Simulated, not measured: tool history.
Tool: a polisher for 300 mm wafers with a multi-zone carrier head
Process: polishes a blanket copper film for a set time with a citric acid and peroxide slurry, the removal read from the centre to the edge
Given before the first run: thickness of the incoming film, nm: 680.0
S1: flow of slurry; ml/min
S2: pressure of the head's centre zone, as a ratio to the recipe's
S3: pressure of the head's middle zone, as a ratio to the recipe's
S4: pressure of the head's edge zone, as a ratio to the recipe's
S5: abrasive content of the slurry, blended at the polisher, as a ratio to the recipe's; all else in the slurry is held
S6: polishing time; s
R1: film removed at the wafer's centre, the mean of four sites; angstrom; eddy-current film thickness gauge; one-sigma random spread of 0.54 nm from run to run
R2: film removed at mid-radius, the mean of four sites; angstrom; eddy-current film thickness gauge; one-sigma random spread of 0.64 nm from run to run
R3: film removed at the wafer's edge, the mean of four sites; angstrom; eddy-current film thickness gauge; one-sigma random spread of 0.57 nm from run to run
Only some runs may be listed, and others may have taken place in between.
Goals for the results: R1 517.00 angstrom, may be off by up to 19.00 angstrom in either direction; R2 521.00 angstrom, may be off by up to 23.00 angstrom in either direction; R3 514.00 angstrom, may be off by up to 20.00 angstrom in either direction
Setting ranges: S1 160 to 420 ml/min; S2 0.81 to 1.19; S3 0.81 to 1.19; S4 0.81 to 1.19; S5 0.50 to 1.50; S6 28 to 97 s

{"run": 1, "hour": 0.0, "S1": 270, "S2": 1.0, "S3": 1.0, "S4": 1.0, "S5": 1.0, "S6": 62, "R1": 1086.4, "R2": 1066.1, "R3": 1116.5}
{"run": 2, "hour": 6.8, "S1": 270, "S2": 0.96, "S3": 1.0, "S4": 1.0, "S5": 1.0, "S6": 62, "R1": 1040.1, "R2": 1048.2, "R3": 1104.8}
{"run": 3, "hour": 14.4, "S1": 255, "S2": 0.95, "S3": 0.99, "S4": 0.95, "S5": 0.85, "S6": 52, "R1": 845.46, "R2": 856.28, "R3": 858.76}
{"run": 4, "hour": 20.0, "S1": 255, "S2": 0.95, "S3": 0.99, "S4": 0.99, "S5": 0.85, "S6": 52, "R1": 828.79, "R2": 862.0, "R3": 887.56}
{"run": 5, "hour": 28.7, "S1": 255, "S2": 0.87, "S3": 0.99, "S4": 0.99, "S5": 0.85, "S6": 52, "R1": 767.22, "R2": 847.37, "R3": 904.78}
{"run": 6, "hour": 35.2, "S1": 250, "S2": 0.88, "S3": 0.96, "S4": 0.95, "S5": 0.75, "S6": 46, "R1": 683.98, "R2": 717.16, "R3": 740.77}
{"run": 7, "hour": 41.1, "S1": 220, "S2": 0.81, "S3": 0.86, "S4": 0.85, "S5": 0.5, "S6": 36, "R1": 422.51, "R2": 454.79, "R3": 504.97}
{"run": 8, "hour": 46.8, "S1": 295, "S2": 0.91, "S3": 0.96, "S4": 0.84, "S5": 0.5, "S6": 32, "R1": 473.9, "R2": 474.97, "R3": 469.75}
{"run": 9, "hour": 53.2, "S1": 295, "S2": 0.92, "S3": 0.97, "S4": 0.86, "S5": 0.5, "S6": 32, "R1": 464.52, "R2": 482.0, "R3": 480.53}
{"run": 10, "hour": 55.6, "S1": 295, "S2": 0.94, "S3": 0.98, "S4": 0.87, "S5": 0.5, "S6": 32, "R1": 484.27, "R2": 485.04, "R3": 477.26}
{"run": 11, "hour": 63.5, "S1": 315, "S2": 0.94, "S3": 1.01, "S4": 0.94, "S5": 0.7, "S6": 33, "R1": 533.28, "R2": 548.92, "R3": 535.64}

Which of these 4 next moves meets every target?
{"run": "A", "hour": 71.4, "S1": 275, "S2": 0.96, "S3": 1.04, "S4": 0.9, "S5": 0.65, "S6": 36, "R1": "?", "R2": "?", "R3": "?"}
{"run": "B", "hour": 71.4, "S1": 330, "S2": 0.83, "S3": 1.07, "S4": 1.0, "S5": 0.6, "S6": 34, "R1": "?", "R2": "?", "R3": "?"}
{"run": "C", "hour": 71.4, "S1": 310, "S2": 0.96, "S3": 1.14, "S4": 0.9, "S5": 0.8, "S6": 32, "R1": "?", "R2": "?", "R3": "?"}
{"run": "D", "hour": 71.4, "S1": 275, "S2": 0.97, "S3": 1.01, "S4": 0.92, "S5": 0.65, "S6": 32, "R1": "?", "R2": "?", "R3": "?"}

move=A R1=557.39 R2=598.41 R3=570.84
move=B R1=462.86 R2=587.68 R3=570.14
move=C R1=527.33 R2=610.46 R3=534.86
move=D R1=500.56 R2=518.84 R3=512.78
A: moves away from the targets compared with the last run
B: moves away from the targets compared with the last run
C: moves away from the targets compared with the last run
D: in spec on every target
Answer: D

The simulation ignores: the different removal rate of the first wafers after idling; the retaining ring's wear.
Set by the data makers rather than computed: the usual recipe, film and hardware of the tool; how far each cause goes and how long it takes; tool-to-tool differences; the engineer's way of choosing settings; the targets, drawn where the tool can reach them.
